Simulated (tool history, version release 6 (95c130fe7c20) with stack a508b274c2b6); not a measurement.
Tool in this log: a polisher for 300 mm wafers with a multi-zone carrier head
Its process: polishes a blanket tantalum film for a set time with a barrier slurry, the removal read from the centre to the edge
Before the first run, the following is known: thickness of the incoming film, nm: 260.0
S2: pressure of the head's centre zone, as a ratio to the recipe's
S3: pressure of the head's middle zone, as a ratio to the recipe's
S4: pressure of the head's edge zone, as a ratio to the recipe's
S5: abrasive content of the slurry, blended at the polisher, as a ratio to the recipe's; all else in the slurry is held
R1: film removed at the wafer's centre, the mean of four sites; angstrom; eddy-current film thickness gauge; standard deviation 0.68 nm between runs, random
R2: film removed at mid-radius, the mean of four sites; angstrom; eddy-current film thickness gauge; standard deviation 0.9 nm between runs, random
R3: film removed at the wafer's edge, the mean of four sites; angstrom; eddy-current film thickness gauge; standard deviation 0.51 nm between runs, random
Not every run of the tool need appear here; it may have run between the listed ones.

{"run": 1, "hour": 0.0, "flow of slurry (ml/min)": 195, "S2": 1, "S3": 1, "S4": 1, "S5": 1, "polishing time (s)": 67, "R1": 544.85, "R2": 538.59, "R3": 524.43}
{"run": 2, "hour": 0.8, "flow of slurry (ml/min)": 210, "S2": 1.01, "S3": 1.03, "S4": 1.04, "S5": 1.05, "polishing time (s)": 67, "R1": 559.48, "R2": 559.29, "R3": 553.32}
{"run": 3, "hour": 3.8, "flow of slurry (ml/min)": 210, "S2": 1.01, "S3": 1.11, "S4": 1.04, "S5": 1.05, "polishing time (s)": 67, "R1": 576.95, "R2": 592.67, "R3": 549.68}
{"run": 4, "hour": 11.9, "flow of slurry (ml/min)": 190, "S2": 1.01, "S3": 1.11, "S4": 1.04, "S5": 1.05, "polishing time (s)": 67, "R1": 569.85, "R2": 580.42, "R3": 544.33}
{"run": 5, "hour": 16.6, "flow of slurry (ml/min)": 190, "S2": 1.01, "S3": 1.06, "S4": 1.04, "S5": 1.05, "polishing time (s)": 67, "R1": 563.81, "R2": 565.28, "R3": 543.93}
{"run": 6, "hour": 21.9, "flow of slurry (ml/min)": 205, "S2": 1.02, "S3": 1.1, "S4": 1.06, "S5": 1.1, "polishing time (s)": 67, "R1": 567.41, "R2": 580.55, "R3": 559.49}

What does the tool deliver on the next run?
{"run": 7, "hour": 22.9, "flow of slurry (ml/min)": 215, "S2": 1.03, "S3": 1.13, "S4": 1.06, "S5": 1.15, "polishing time (s)": 68, "R1": "?", "R2": "?", "R3": "?"}

{"run 7": {"R1": 601.4, "R2": 612.47, "R3": 577.16}}
